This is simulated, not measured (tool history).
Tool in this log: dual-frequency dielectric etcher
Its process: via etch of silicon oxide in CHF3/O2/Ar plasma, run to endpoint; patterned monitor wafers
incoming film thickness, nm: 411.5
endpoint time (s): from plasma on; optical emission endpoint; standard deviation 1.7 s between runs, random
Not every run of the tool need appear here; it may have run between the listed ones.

| run | hour | source power (W) | bias power (W) | endpoint time (s) |
|---|---|---|---|---|
| 1 | 0.0 | 680 | 146 | 205.83 |
| 2 | 6.6 | 680 | 137 | 208.41 |
| 3 | 13.0 | 800 | 137 | 199.13 |
| 4 | 21.2 | 700 | 125 | 213.50 |
| 5 | 23.2 | 630 | 116 | 227.68 |
| 6 | 25.9 | 580 | 112 | 237.02 |
| 7 | 29.9 | 550 | 110 | 244.96 |
| 8 | 36.0 | 550 | 110 | 244.37 |
| 9 | 42.9 | 530 | 109 | 247.18 |
| 10 | 50.0 | 530 | 109 | 244.18 |
| 11 | 58.1 | 410 | 102 | 274.89 |

What will run 12 give?
| 12 | 62.9 | 420 | 103 | ? |

Run 12 produced endpoint time (s) 271.96.
